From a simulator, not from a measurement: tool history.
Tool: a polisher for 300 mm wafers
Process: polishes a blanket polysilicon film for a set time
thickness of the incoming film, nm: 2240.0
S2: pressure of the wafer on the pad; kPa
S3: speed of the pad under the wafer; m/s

{"run": 1, "day": 0.0, "flow of slurry (ml/min)": 225, "S2": 17.9, "S3": 1.06, "polishing time (s)": 58, "film removed (nm)": 408.77}
{"run": 2, "day": 0.242, "flow of slurry (ml/min)": 180, "S2": 17.9, "S3": 1.06, "polishing time (s)": 58, "film removed (nm)": 407.68}
{"run": 3, "day": 0.438, "flow of slurry (ml/min)": 180, "S2": 17.9, "S3": 0.88, "polishing time (s)": 58, "film removed (nm)": 334.59}
{"run": 4, "day": 0.629, "flow of slurry (ml/min)": 180, "S2": 15.9, "S3": 0.84, "polishing time (s)": 58, "film removed (nm)": 288.11}
{"run": 5, "day": 0.867, "flow of slurry (ml/min)": 180, "S2": 11.7, "S3": 0.84, "polishing time (s)": 58, "film removed (nm)": 214.95}
{"run": 6, "day": 1.096, "flow of slurry (ml/min)": 180, "S2": 11.0, "S3": 0.82, "polishing time (s)": 58, "film removed (nm)": 199.16}
{"run": 7, "day": 1.362, "flow of slurry (ml/min)": 180, "S2": 10.3, "S3": 0.82, "polishing time (s)": 58, "film removed (nm)": 185.61}
{"run": 8, "day": 1.546, "flow of slurry (ml/min)": 180, "S2": 10.3, "S3": 0.82, "polishing time (s)": 58, "film removed (nm)": 186.71}

Run 9 comes next. What will it give?
{"run": 9, "day": 1.65, "flow of slurry (ml/min)": 180, "S2": 9.7, "S3": 0.82, "polishing time (s)": 58, "film removed (nm)": "?"}

Run 9 gave film removed (nm) 172.57.

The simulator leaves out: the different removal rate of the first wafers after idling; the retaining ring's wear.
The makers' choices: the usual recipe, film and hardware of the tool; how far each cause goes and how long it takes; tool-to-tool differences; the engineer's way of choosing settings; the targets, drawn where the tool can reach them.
